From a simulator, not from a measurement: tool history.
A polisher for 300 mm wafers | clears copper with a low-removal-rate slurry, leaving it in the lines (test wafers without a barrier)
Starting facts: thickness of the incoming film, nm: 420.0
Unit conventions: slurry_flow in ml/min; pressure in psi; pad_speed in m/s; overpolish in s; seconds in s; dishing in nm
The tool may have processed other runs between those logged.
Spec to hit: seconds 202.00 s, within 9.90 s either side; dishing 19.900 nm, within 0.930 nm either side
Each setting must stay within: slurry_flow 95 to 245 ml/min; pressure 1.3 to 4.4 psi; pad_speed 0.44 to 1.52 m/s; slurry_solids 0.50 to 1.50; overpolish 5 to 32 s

| run | hour | slurry_flow | pressure | pad_speed | slurry_solids | overpolish | seconds | dishing |
|---|---|---|---|---|---|---|---|---|
| 1 | 0.0 | 155 | 2.8 | 0.98 | 1.00 | 16 | 118.11 | 23.180 |
| 2 | 6.7 | 155 | 2.6 | 0.98 | 1.00 | 17 | 129.56 | 23.187 |
| 3 | 10.9 | 155 | 2.6 | 0.98 | 0.90 | 17 | 132.31 | 22.803 |
| 4 | 12.2 | 155 | 2.6 | 0.98 | 0.90 | 20 | 133.46 | 25.153 |
| 5 | 17.5 | 155 | 2.6 | 0.98 | 0.90 | 25 | 130.56 | 27.651 |
| 6 | 23.1 | 155 | 2.6 | 0.98 | 0.90 | 29 | 132.34 | 28.811 |
| 7 | 24.0 | 150 | 1.8 | 0.96 | 0.90 | 21 | 183.86 | 20.201 |
| 8 | 26.9 | 145 | 1.5 | 0.96 | 0.90 | 22 | 220.77 | 19.192 |
| 9 | 33.5 | 150 | 1.5 | 0.96 | 0.90 | 22 | 220.74 | 19.605 |

5 next moves are on the table. One of them brings every result within its allowed miss. Which?
| A | 40.1 | 155 | 1.3 | 1.00 | 0.75 | 26 | ? | ? |
| B | 40.1 | 130 | 1.5 | 0.90 | 0.90 | 24 | ? | ? |
| C | 40.1 | 135 | 1.6 | 0.90 | 0.90 | 27 | ? | ? |
| D | 40.1 | 165 | 1.6 | 0.96 | 0.90 | 21 | ? | ? |
| E | 40.1 | 145 | 1.4 | 0.86 | 0.95 | 29 | ? | ? |

| move | seconds | dishing |
|---|---|---|
| A | 248.59 | 20.047 |
| B | 241.84 | 19.609 |
| C | 227.21 | 21.804 |
| D | 205.44 | 20.030 |
| E | 257.98 | 20.974 |
A: further off than the last run
B: further off than the last run
C: further off than the last run
D: every result lands within tolerance
E: further off than the last run
D meets every target.

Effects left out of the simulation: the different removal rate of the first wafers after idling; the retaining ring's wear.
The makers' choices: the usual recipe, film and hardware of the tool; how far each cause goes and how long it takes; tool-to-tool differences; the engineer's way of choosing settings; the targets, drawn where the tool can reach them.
